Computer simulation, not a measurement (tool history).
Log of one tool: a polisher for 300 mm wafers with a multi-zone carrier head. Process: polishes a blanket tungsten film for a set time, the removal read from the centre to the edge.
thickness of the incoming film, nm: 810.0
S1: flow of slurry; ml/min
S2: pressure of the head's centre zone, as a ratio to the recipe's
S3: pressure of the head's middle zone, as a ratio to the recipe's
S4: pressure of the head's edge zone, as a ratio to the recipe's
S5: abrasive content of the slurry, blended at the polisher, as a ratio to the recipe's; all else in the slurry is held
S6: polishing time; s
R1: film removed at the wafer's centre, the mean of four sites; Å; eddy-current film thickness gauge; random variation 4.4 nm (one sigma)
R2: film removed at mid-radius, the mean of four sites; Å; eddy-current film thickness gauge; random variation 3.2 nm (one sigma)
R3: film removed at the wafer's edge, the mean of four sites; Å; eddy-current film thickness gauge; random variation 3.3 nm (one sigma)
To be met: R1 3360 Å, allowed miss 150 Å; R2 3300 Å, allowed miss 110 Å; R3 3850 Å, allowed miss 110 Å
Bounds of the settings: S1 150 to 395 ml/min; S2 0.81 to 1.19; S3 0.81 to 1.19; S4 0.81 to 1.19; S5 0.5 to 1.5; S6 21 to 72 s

| run | hour | S1 | S2 | S3 | S4 | S5 | S6 | R1 | R2 | R3 |
|---|---|---|---|---|---|---|---|---|---|---|
| 1 | 0 | 250 | 1 | 1 | 1 | 1 | 46 | 3215.2 | 3387.5 | 3313.4 |
| 2 | 6.5 | 255 | 1 | 0.99 | 1.03 | 1 | 46 | 3404.4 | 3345.9 | 3375.4 |
| 3 | 7.5 | 250 | 0.97 | 0.98 | 1.05 | 1.05 | 46 | 3306.7 | 3379.2 | 3445.9 |
| 4 | 11.1 | 250 | 0.95 | 0.97 | 1.07 | 1.05 | 46 | 3160.4 | 3272.8 | 3449 |
| 5 | 12 | 250 | 0.95 | 0.97 | 1.11 | 1.05 | 46 | 3229.1 | 3313.8 | 3567.7 |
| 6 | 20.8 | 250 | 0.95 | 0.97 | 1.11 | 1.15 | 46 | 3277.4 | 3368.3 | 3688.8 |
| 7 | 25.5 | 250 | 0.95 | 0.97 | 1.12 | 1.15 | 46 | 3244 | 3421.3 | 3635.6 |
| 8 | 26.1 | 250 | 0.95 | 0.96 | 1.13 | 1.15 | 46 | 3324.6 | 3409.4 | 3678.2 |
| 9 | 30.5 | 250 | 0.95 | 0.95 | 1.14 | 1.15 | 46 | 3329.2 | 3412.8 | 3712 |
| 10 | 33.3 | 250 | 0.95 | 0.94 | 1.15 | 1.15 | 46 | 3271.5 | 3282.1 | 3731.2 |
| 11 | 38.2 | 250 | 0.95 | 0.94 | 1.16 | 1.15 | 46 | 3294.4 | 3295.6 | 3786.7 |

Which of these 4 next moves meets every target?
| A | 43.1 | 280 | 1 | 0.93 | 1.1 | 1.15 | 45 | ? | ? | ? |
| B | 43.1 | 250 | 0.87 | 0.9 | 1.19 | 1.1 | 48 | ? | ? | ? |
| C | 43.1 | 255 | 0.9 | 0.92 | 1.19 | 1.25 | 44 | ? | ? | ? |
| D | 43.1 | 310 | 0.92 | 0.87 | 1.1 | 1.2 | 47 | ? | ? | ? |

| move | R1 | R2 | R3 |
|---|---|---|---|
| A | 3359.6 | 3279.2 | 3583.2 |
| B | 3036.9 | 3325.1 | 3896.6 |
| C | 3009.5 | 3241.6 | 3728 |
| D | 3298.5 | 3313.4 | 3820.8 |
A: further off than the last run
B: brings the result that was furthest off to its target, and leaves another outside
C: further off than the last run
D: meets every target
The right move is D.

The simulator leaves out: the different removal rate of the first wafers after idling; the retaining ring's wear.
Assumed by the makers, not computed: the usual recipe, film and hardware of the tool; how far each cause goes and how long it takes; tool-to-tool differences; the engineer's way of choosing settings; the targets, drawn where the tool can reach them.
